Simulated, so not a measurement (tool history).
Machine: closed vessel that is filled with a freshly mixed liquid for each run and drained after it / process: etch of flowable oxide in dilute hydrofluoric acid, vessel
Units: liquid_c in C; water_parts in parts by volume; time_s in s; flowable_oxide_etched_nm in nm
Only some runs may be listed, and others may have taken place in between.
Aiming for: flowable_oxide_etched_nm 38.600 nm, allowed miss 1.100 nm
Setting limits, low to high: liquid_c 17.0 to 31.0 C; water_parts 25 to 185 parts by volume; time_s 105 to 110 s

run	hour	liquid_c	water_parts	time_s	flowable_oxide_etched_nm
1	0.0	23.0	105	105	25.168
2	3.0	25.0	100	105	28.825
3	9.9	25.0	100	105	28.634
4	18.0	26.5	100	105	30.600
5	20.7	27.5	100	105	31.677
6	22.8	28.5	100	105	33.483
7	28.4	29.0	100	105	33.006
8	33.3	29.5	100	105	34.370
9	42.0	30.0	100	105	34.997

Which single option among these 5 for the next run brings every result within its allowed miss of target? Just one does.
A	50.7	28.0	85	110	?
B	50.7	31.0	95	105	?
C	50.7	31.0	120	105	?
D	50.7	29.5	85	105	?
E	50.7	30.5	100	105	?

move	flowable_oxide_etched_nm
A	40.498
B	38.217
C	29.193
D	40.950
E	35.379
A: carries the result that was furthest off beyond its target, to the other side
B: each result inside its tolerance
C: its largest miss is bigger than the last run's
D: carries the result that was furthest off beyond its target, to the other side
E: an improvement on the last run, though not all results are within tolerance
Answer: B

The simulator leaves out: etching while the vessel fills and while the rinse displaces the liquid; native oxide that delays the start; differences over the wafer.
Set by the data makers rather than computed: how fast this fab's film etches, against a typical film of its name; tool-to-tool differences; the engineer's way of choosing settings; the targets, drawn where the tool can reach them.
